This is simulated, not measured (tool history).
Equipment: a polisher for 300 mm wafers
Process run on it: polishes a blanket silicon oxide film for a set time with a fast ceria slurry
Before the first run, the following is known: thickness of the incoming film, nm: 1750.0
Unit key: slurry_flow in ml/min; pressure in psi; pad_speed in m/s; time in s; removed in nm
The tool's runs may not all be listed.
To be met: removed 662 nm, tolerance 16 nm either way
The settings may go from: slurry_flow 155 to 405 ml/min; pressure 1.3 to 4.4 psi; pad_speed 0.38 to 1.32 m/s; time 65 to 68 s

run	hour	slurry_flow	pressure	pad_speed	time	removed
1	0	260	2.8	0.84	65	1008.3
2	6	260	3.3	0.84	65	1175.7
3	8	260	2.7	0.84	65	993.11
4	16.7	260	2.7	0.84	65	994.78
5	22	255	2.5	0.84	65	928.5
6	27.1	255	2.1	0.84	65	810.44
7	32.8	255	2	0.84	65	783.25
8	33.4	255	1.9	0.84	65	753.06
9	34.1	255	1.8	0.84	65	731.42
10	42.6	255	1.7	0.84	65	692.07

Next run, 4 choices. One meets every target within its allowed miss, the rest don't. Which?
A	51.1	285	1.3	0.88	66	?
B	51.1	390	1.3	0.88	65	?
C	51.1	295	1.4	0.82	66	?
D	51.1	250	1.7	0.78	67	?

move	removed
A	619.92
B	626.16
C	610.31
D	665.31
A: takes the result that was furthest off past its target
B: takes the result that was furthest off past its target
C: takes the result that was furthest off past its target
D: each result inside its tolerance
D is the move that brings every result within its allowed miss.
